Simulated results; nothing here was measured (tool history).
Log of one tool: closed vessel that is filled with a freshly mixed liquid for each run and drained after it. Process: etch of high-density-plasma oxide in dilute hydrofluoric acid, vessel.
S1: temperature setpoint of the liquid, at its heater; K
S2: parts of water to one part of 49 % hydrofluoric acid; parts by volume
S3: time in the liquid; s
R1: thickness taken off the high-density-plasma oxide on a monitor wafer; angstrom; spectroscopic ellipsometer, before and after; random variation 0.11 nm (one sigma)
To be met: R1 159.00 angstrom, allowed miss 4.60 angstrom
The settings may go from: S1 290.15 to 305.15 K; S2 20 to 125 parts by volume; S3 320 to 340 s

run,hour,S1,S2,S3,R1
1,0.0,297.15,70,320,206.05
2,8.5,297.15,80,320,176.12
3,16.0,299.65,80,320,195.38
4,21.0,299.65,55,320,293.60
# hour 25.4: hydrofluoric acid flow meter replaced
5,25.4,297.65,60,320,277.48
6,26.4,297.65,75,320,221.57
7,31.4,297.15,80,320,200.38
8,36.0,297.15,85,320,188.48
9,42.6,296.65,90,320,172.01
10,46.9,296.15,90,320,166.93
11,52.8,295.65,90,320,167.27

4 next moves are on the table. One of them brings every result within its allowed miss. Which?
A,58.7,296.15,90,320,?
B,58.7,292.65,85,330,?
C,58.7,295.15,85,340,?
D,58.7,292.15,75,325,?

move,R1
A,168.42
B,160.28
C,183.05
D,177.18
A: further off than the last run
B: meets every target
C: further off than the last run
D: further off than the last run
The right move is B.

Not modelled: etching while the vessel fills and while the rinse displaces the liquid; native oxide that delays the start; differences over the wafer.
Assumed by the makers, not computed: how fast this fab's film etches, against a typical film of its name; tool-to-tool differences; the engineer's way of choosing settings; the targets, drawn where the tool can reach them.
